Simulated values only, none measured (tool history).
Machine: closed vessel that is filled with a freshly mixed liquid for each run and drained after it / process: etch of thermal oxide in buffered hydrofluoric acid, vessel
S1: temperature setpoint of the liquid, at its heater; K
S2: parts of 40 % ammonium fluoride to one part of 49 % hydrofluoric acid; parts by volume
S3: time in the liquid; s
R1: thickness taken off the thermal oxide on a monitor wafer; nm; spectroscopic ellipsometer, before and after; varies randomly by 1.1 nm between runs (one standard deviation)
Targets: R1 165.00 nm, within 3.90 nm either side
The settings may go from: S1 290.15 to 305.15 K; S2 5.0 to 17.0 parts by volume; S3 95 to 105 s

| run | hour | S1 | S2 | S3 | R1 |
|---|---|---|---|---|---|
| 1 | 0.0 | 297.15 | 10.5 | 95 | 107.17 |
| 2 | 5.8 | 299.15 | 10.5 | 95 | 118.91 |
| 3 | 10.9 | 300.15 | 10.5 | 95 | 127.59 |
| 4 | 13.9 | 301.15 | 10.5 | 95 | 134.25 |
| 5 | 16.0 | 302.15 | 10.5 | 95 | 141.40 |
| 6 | 18.0 | 302.65 | 10.5 | 95 | 145.55 |
| 7 | 23.8 | 303.15 | 10.5 | 95 | 148.26 |
| 8 | 28.0 | 303.65 | 10.5 | 95 | 152.56 |
| 9 | 36.8 | 304.15 | 10.5 | 95 | 158.23 |

Which single option among these 4 for the next run brings every result within its allowed miss of target? Just one does.
| A | 45.6 | 304.65 | 10.5 | 105 | ? |
| B | 45.6 | 304.15 | 10.0 | 95 | ? |
| C | 45.6 | 298.65 | 8.0 | 100 | ? |
| D | 45.6 | 305.15 | 9.5 | 95 | ? |

| move | R1 |
|---|---|
| A | 177.13 |
| B | 163.72 |
| C | 156.29 |
| D | 178.09 |
A: moves the result that the last run missed by most past its target, out the other side
B: in spec on every target
C: misses by more than the last run did
D: moves the result that the last run missed by most past its target, out the other side
The right move is B.

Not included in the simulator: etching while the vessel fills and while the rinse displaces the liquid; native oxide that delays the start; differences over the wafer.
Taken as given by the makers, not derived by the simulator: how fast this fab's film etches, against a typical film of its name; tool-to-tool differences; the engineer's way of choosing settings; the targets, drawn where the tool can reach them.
